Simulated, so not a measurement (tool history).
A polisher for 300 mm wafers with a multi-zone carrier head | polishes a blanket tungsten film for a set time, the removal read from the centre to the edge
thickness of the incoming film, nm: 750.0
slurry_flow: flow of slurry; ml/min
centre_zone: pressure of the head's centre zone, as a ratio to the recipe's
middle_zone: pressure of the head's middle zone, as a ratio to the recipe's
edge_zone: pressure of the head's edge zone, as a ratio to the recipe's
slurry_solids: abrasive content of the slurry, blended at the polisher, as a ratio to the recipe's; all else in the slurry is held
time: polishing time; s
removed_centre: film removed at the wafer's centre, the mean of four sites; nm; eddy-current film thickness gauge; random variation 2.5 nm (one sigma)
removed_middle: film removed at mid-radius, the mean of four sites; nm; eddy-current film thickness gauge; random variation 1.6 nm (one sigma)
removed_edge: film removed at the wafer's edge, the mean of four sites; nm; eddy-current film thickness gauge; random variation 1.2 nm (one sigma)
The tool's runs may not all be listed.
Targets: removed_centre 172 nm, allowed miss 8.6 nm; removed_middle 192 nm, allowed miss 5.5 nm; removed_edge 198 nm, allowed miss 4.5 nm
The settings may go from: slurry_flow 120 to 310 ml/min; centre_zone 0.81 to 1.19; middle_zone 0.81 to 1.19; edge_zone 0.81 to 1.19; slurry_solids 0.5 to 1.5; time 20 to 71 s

| run | hour | slurry_flow | centre_zone | middle_zone | edge_zone | slurry_solids | time | removed_centre | removed_middle | removed_edge |
|---|---|---|---|---|---|---|---|---|---|---|
| 1 | 0 | 200 | 1 | 1 | 1 | 1 | 45 | 236.77 | 231.87 | 228.07 |
| 2 | 2.8 | 200 | 0.97 | 1 | 1 | 1 | 45 | 230.65 | 235.59 | 229.83 |
| 3 | 10 | 200 | 0.97 | 1 | 1 | 1 | 36 | 188.03 | 188.43 | 183.35 |
| 4 | 16.4 | 200 | 0.97 | 1.05 | 1 | 1 | 36 | 186.49 | 194.49 | 184.62 |
| 5 | 24.7 | 165 | 0.97 | 1.05 | 1 | 1 | 36 | 182.03 | 188.61 | 181.04 |
| 6 | 30.9 | 165 | 0.96 | 1.05 | 1.01 | 1 | 36 | 175.12 | 188.51 | 179.72 |
| 7 | 38.6 | 205 | 0.93 | 1.01 | 1.11 | 1.1 | 36 | 184.5 | 197.17 | 203.35 |
| 8 | 42.5 | 200 | 0.93 | 1.01 | 1.11 | 1.1 | 36 | 187.37 | 196.49 | 197.36 |
| 9 | 49.7 | 200 | 0.92 | 1.01 | 1.11 | 1.1 | 36 | 186.68 | 195.54 | 198.73 |
| 10 | 54.8 | 200 | 0.91 | 1.01 | 1.11 | 1.1 | 36 | 181.78 | 195.92 | 200.7 |

Which of these 5 next moves meets every target?
| A | 59.9 | 280 | 0.89 | 0.88 | 0.97 | 1.2 | 36 | ? | ? | ? |
| B | 59.9 | 230 | 1 | 1.02 | 1.07 | 1.1 | 35 | ? | ? | ? |
| C | 59.9 | 220 | 0.87 | 0.99 | 1.11 | 1.05 | 36 | ? | ? | ? |
| D | 59.9 | 250 | 0.88 | 0.89 | 1.16 | 0.85 | 38 | ? | ? | ? |
| E | 59.9 | 185 | 0.99 | 0.92 | 1.04 | 1 | 37 | ? | ? | ? |

| move | removed_centre | removed_middle | removed_edge |
|---|---|---|---|
| A | 190.01 | 191.5 | 201.28 |
| B | 195.62 | 195.55 | 195.23 |
| C | 171.89 | 192.68 | 200.35 |
| D | 173.03 | 177.85 | 203.07 |
| E | 190.72 | 179.81 | 192.25 |
A: further off than the last run
B: further off than the last run
C: meets every target
D: brings the result that was furthest off to its target, and leaves another outside
E: further off than the last run
Answer: C
